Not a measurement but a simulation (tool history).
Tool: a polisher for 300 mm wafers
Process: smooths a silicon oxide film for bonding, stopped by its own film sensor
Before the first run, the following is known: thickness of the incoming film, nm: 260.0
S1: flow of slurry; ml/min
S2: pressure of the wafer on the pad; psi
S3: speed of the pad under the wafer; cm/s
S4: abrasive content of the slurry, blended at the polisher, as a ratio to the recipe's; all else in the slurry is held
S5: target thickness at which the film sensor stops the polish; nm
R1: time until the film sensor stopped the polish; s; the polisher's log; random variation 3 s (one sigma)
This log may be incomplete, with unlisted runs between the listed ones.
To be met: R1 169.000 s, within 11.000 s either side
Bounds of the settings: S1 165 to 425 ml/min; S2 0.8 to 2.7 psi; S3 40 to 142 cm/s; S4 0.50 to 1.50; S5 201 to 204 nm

run	hour	S1	S2	S3	S4	S5	R1
1	0.0	275	1.7	90	1.00	204	96.320
2	7.0	275	1.7	106	1.00	204	82.398
3	14.8	275	1.6	102	1.00	204	95.085
4	18.6	275	1.8	102	1.00	204	82.493
5	22.1	275	1.8	102	1.00	201	86.464
6	29.1	275	1.7	100	1.00	201	94.094
7	30.6	275	1.2	90	1.00	201	141.580
8	32.3	275	1.1	88	1.00	201	150.670

Which one of the following 4 next-run settings gets every result inside its allowed miss? There is exactly one.
A	34.0	280	1.1	96	0.95	203	?
B	34.0	265	1.1	84	0.90	201	?
C	34.0	300	1.3	80	1.05	203	?
D	34.0	250	1.2	84	1.00	204	?

move	R1
A	142.510
B	166.810
C	135.200
D	142.390
A: lands further from the targets than the last run did
B: in spec on every target
C: lands further from the targets than the last run did
D: lands further from the targets than the last run did
The move that meets every target is B.
